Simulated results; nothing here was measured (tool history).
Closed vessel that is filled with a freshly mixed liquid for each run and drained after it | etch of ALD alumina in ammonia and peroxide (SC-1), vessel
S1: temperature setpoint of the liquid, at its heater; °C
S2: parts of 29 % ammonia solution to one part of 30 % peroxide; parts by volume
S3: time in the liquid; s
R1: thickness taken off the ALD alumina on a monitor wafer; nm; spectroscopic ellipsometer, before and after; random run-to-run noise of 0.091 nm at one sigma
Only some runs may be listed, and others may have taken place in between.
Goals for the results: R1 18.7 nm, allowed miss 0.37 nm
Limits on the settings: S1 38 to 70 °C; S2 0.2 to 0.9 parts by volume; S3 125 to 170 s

{"run": 1, "hour": 0.0, "S1": 54, "S2": 0.5, "S3": 170, "R1": 9.7406}
{"run": 2, "hour": 6.8, "S1": 55.5, "S2": 0.5, "S3": 170, "R1": 10.669}
{"run": 3, "hour": 10.7, "S1": 57, "S2": 0.5, "S3": 170, "R1": 11.426}
{"run": 4, "hour": 15.0, "S1": 61.5, "S2": 0.5, "S3": 170, "R1": 14.447}
{"run": 5, "hour": 19.0, "S1": 61.5, "S2": 0.5, "S3": 125, "R1": 10.625}
{"run": 6, "hour": 25.8, "S1": 66, "S2": 0.5, "S3": 125, "R1": 13.306}
{"run": 7, "hour": 30.6, "S1": 66.5, "S2": 0.55, "S3": 130, "R1": 14.401}
{"run": 8, "hour": 34.5, "S1": 67, "S2": 0.6, "S3": 130, "R1": 14.776}
{"run": 9, "hour": 36.6, "S1": 67.5, "S2": 0.65, "S3": 130, "R1": 15.256}
{"run": 10, "hour": 38.1, "S1": 68, "S2": 0.65, "S3": 130, "R1": 15.568}
{"run": 11, "hour": 39.5, "S1": 68.5, "S2": 0.65, "S3": 130, "R1": 16.02}
{"run": 12, "hour": 47.8, "S1": 68.5, "S2": 0.7, "S3": 130, "R1": 16.194}
{"run": 13, "hour": 56.0, "S1": 69.5, "S2": 0.8, "S3": 135, "R1": 17.906}

Consider the 4 candidate settings below. Which is the only one whose results all fall within their allowed miss of target?
{"run": "A", "hour": 64.2, "S1": 70, "S2": 0.65, "S3": 130, "R1": "?"}
{"run": "B", "hour": 64.2, "S1": 70, "S2": 0.7, "S3": 125, "R1": "?"}
{"run": "C", "hour": 64.2, "S1": 66, "S2": 0.9, "S3": 165, "R1": "?"}
{"run": "D", "hour": 64.2, "S1": 69.5, "S2": 0.85, "S3": 125, "R1": "?"}

move=A R1=17.183
move=B R1=16.638
move=C R1=18.513
move=D R1=16.542
A: moves away from the targets compared with the last run
B: moves away from the targets compared with the last run
C: in spec on every target
D: moves away from the targets compared with the last run
Answer: C

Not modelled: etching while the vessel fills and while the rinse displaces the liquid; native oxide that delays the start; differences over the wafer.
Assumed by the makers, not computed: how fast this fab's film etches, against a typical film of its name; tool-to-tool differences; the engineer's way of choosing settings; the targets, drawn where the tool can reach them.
